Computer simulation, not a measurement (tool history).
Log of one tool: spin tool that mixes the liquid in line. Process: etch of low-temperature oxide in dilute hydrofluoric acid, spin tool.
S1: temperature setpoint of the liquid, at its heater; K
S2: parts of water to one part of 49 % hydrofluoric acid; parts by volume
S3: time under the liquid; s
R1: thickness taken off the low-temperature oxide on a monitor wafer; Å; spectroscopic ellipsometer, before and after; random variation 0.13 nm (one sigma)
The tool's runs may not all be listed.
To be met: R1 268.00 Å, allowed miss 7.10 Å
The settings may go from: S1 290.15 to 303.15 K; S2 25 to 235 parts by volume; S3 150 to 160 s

run    day      S1   S2   S3       R1
  1  0.000  295.15  130  150   356.34
  2  0.121  295.15  130  150   355.71
  3  0.467  293.65  135  150   320.48
  4  0.517  293.65   90  150   506.41
  5  0.729  293.65   55  150   867.77
  6  0.912  293.65   25  150  1985.80
  7  1.025  290.15   75  150   534.20
  8  1.304  290.15   90  150   439.60
  9  1.579  290.15  100  150   391.16
 10  1.821  290.15  110  150   353.14
 11  1.858  290.15  145  150   256.98

Which of these 4 next moves meets every target?
  A  1.896  291.15  155  160   ?
  B  1.896  290.15  155  160   ?
  C  1.896  290.15  140  160   ?
  D  1.896  290.65  150  150   ?

move      R1
   A  265.57
   B  254.99
   C  286.46
   D  253.34
A: meets every target
B: further off than the last run
C: takes the result that was furthest off past its target
D: further off than the last run
The right move is A.
